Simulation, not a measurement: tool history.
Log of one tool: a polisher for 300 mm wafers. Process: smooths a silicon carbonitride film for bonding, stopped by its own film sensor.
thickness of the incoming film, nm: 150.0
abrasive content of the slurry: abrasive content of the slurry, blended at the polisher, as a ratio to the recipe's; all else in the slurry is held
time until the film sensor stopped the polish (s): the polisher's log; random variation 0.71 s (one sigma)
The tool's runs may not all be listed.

| run | hour | flow of slurry (ml/min) | pressure of the wafer on the pad (psi) | speed of the pad under the wafer (m/s) | abrasive content of the slurry | target thickness at which the film sensor stops the polish (nm) | time until the film sensor stopped the polish (s) |
|---|---|---|---|---|---|---|---|
| 1 | 0.0 | 125 | 1.5 | 0.98 | 1.0 | 130 | 111.540 |
| 2 | 6.2 | 130 | 1.6 | 0.98 | 1.0 | 130 | 107.770 |
| 3 | 12.7 | 150 | 1.6 | 0.98 | 1.0 | 130 | 102.680 |
| 4 | 20.3 | 150 | 1.6 | 0.98 | 1.0 | 130 | 103.500 |
| 5 | 24.9 | 150 | 1.3 | 0.98 | 1.0 | 130 | 125.480 |
| 6 | 29.3 | 175 | 1.3 | 0.98 | 1.0 | 130 | 121.690 |
| 7 | 32.7 | 175 | 1.4 | 0.98 | 1.0 | 130 | 115.040 |
| 8 | 39.1 | 175 | 1.5 | 0.98 | 1.0 | 130 | 107.010 |
| 9 | 45.4 | 175 | 1.6 | 0.98 | 1.0 | 130 | 102.690 |
| 10 | 48.4 | 185 | 2.0 | 1.02 | 1.0 | 130 | 78.119 |

The next listed run, before its measurement:
| 11 | 55.9 | 185 | 2.1 | 1.02 | 1.0 | 130 | ? |

time until the film sensor stopped the polish (s): 75.748

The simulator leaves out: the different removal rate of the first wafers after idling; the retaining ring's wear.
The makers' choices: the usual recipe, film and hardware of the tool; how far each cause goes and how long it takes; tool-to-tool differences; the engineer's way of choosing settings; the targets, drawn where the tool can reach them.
